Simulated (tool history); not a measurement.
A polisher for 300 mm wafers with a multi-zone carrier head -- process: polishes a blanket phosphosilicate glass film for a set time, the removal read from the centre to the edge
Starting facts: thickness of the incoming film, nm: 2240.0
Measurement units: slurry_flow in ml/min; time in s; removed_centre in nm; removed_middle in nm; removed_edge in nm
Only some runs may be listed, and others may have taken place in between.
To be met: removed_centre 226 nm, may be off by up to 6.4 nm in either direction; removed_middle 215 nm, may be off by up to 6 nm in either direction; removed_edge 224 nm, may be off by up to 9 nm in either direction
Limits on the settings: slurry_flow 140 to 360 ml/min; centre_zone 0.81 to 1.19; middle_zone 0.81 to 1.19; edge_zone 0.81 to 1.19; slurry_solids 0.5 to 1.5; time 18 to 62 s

run,hour,slurry_flow,centre_zone,middle_zone,edge_zone,slurry_solids,time,removed_centre,removed_middle,removed_edge
1,0,230,1,1,1,1,40,374.69,361.5,361.84
2,1.6,225,0.98,0.98,0.97,0.9,39,339.3,332.42,338.56
3,7.4,225,0.98,0.98,1.01,0.9,39,343.27,328.63,339.78
4,16.3,225,0.98,0.97,0.99,0.8,37,309.41,302.57,302.64
5,18.7,220,0.97,0.95,0.98,0.75,36,288.78,274.61,288.43
6,19.6,220,0.97,1.01,0.98,0.75,36,288.44,291.55,288.64
7,25.3,205,0.9,0.91,0.88,0.5,33,205.62,204.41,216.61
8,27.4,215,0.91,0.91,0.88,0.5,33,209.23,204.09,212.14
9,32.2,220,0.92,0.91,0.89,0.5,33,210.84,206.29,211.06
10,39.1,220,0.92,0.91,0.89,0.5,33,211.42,207.78,217.58

5 candidate next runs follow, results not yet known. Just one meets every target within its allowed miss. Identify it.
A,46,185,0.94,0.9,0.86,0.6,33,?,?,?
B,46,245,0.88,0.94,0.81,0.5,33,?,?,?
C,46,225,0.86,0.93,0.99,0.5,34,?,?,?
D,46,235,0.86,0.91,0.9,0.65,29,?,?,?
E,46,170,0.85,0.82,0.97,0.6,34,?,?,?

move,removed_centre,removed_middle,removed_edge
A,226.41,215.97,224.87
B,204.11,214.89,208.92
C,203.23,217.27,231.13
D,194.58,204.22,212.66
E,207.76,203.67,241.04
A: hits every target within its allowed miss
B: misses by more than the last run did
C: misses by more than the last run did
D: misses by more than the last run did
E: misses by more than the last run did
Move A is the one to make.

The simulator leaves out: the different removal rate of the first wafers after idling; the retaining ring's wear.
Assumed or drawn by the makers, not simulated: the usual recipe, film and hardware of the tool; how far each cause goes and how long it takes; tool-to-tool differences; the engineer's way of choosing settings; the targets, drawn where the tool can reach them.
